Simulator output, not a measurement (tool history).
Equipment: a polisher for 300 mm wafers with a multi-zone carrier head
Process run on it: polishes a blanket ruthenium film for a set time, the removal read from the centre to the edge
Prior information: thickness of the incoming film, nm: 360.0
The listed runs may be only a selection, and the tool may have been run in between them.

run,hour,flow of slurry (ml/min),pressure of the head's centre zone,pressure of the head's middle zone,pressure of the head's edge zone,polishing time (s),film removed at the wafer's centre (Å),film removed at mid-radius (Å),film removed at the wafer's edge (Å)
1,0,195,1,1,1,52,989.61,957.18,1023.7
2,3.5,195,1.01,1.02,0.97,47,863.53,881.32,912.71
3,10,210,1.04,1.03,0.94,43,850.5,828.03,833.31
4,11.2,215,1.05,1.04,0.92,40,808.89,780.95,766.59
# hour 15.3: edge zone pressure recalibrated
5,15.3,215,1.06,1.05,0.9,38,772.06,747.46,686.69
6,21.3,215,1.06,0.97,0.9,38,779.15,700.27,685.13

Run 7, settings as shown, results not yet in. Your forecast:
7,25,210,1.06,0.98,0.89,37,?,?,?

film removed at the wafer's centre (Å): 748.69
film removed at mid-radius (Å): 682.47
film removed at the wafer's edge (Å): 662.2

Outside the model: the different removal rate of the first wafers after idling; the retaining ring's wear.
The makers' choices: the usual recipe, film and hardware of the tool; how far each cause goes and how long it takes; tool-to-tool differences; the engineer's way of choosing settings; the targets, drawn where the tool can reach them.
